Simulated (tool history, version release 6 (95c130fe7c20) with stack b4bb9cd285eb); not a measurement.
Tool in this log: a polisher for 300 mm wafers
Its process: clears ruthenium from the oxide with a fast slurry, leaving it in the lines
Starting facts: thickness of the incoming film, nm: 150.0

run,hour,flow of slurry (ml/min),pressure of the wafer on the pad (kPa),speed of the pad under the wafer (m/s),abrasive content of the slurry,overpolish time after the end point (s),time until the end point was called (s),dishing of a wide line in a test structure (angstrom)
1,0.0,245,13.1,0.92,1.0,10,51.237,229.07
2,3.2,245,13.1,0.74,1.0,10,64.329,191.26
3,5.5,245,10.3,0.74,1.0,10,80.563,157.13
4,9.3,245,10.3,0.74,1.2,10,73.063,173.36
5,13.6,245,10.3,0.86,1.2,10,64.636,196.41
6,15.5,250,11.0,0.86,1.2,9,60.199,190.70
7,16.3,255,11.7,0.86,1.2,8,55.500,180.36
8,22.3,260,11.7,0.86,1.2,8,56.132,179.24
9,23.4,260,11.7,0.86,1.2,8,55.784,181.77
10,26.6,265,11.7,0.86,1.2,8,55.370,179.60

Run 11, settings as shown, results not yet in. Your forecast:
11,35.5,275,11.7,0.86,1.2,8,?,?

{"run 11": {"time until the end point was called (s)": 55.328, "dishing of a wide line in a test structure (angstrom)": 178.71}}
